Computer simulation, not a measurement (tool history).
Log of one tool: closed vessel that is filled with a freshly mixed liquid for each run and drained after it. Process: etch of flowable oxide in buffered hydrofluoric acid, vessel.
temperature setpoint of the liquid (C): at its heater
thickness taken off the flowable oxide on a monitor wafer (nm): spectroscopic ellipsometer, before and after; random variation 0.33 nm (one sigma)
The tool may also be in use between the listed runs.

run,hour,temperature setpoint of the liquid (C),parts of 40 % ammonium fluoride to one part of 49 % hydrofluoric acid (parts by volume),time in the liquid (s),thickness taken off the flowable oxide on a monitor wafer (nm)
1,0.0,25.0,23.0,30,63.140
2,6.8,28.5,23.0,30,76.493
3,15.3,28.0,23.0,30,74.077
4,20.3,27.5,23.0,30,72.399
5,23.3,27.5,23.0,30,72.974
6,29.5,27.5,28.5,30,63.110
7,37.6,28.0,28.5,30,64.073
8,45.3,28.5,28.5,30,65.736

Forecast run 9:
9,51.3,28.5,28.5,30,?

{"run 9": {"thickness taken off the flowable oxide on a monitor wafer (nm)": 66.638}}
